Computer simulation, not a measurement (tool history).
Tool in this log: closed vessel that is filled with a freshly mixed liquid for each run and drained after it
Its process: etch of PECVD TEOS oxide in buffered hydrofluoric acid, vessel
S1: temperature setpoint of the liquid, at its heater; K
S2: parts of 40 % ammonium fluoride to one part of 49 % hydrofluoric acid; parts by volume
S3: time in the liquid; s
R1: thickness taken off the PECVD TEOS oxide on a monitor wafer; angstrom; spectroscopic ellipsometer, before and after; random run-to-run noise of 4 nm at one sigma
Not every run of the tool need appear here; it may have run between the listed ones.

Run 1, day 0: S1 297.15 K, S2 13.5 parts by volume, S3 90 s. Result: R1 2311.8 angstrom.
Run 2, day 0.375: S1 295.15 K, S2 13.5 parts by volume, S3 90 s. Result: R1 2105.1 angstrom.
Run 3, day 0.638: S1 297.65 K, S2 11.5 parts by volume, S3 90 s. Result: R1 2780.2 angstrom.
Run 4, day 0.796: S1 300.15 K, S2 11.5 parts by volume, S3 90 s. Result: R1 3188.5 angstrom.
Run 5, day 0.896: S1 300.15 K, S2 11.5 parts by volume, S3 90 s. Result: R1 3198.6 angstrom.
Run 6, day 1.254: S1 300.15 K, S2 14 parts by volume, S3 90 s. Result: R1 2677.2 angstrom.
Run 7, day 1.588: S1 301.65 K, S2 12 parts by volume, S3 90 s. Result: R1 3321.6 angstrom.

Predict the results of run 8:
Run 8, day 1.921: S1 302.65 K, S2 10.5 parts by volume, S3 90 s. Result: R1 ?.

{"run 8": {"R1": 4012.1}}
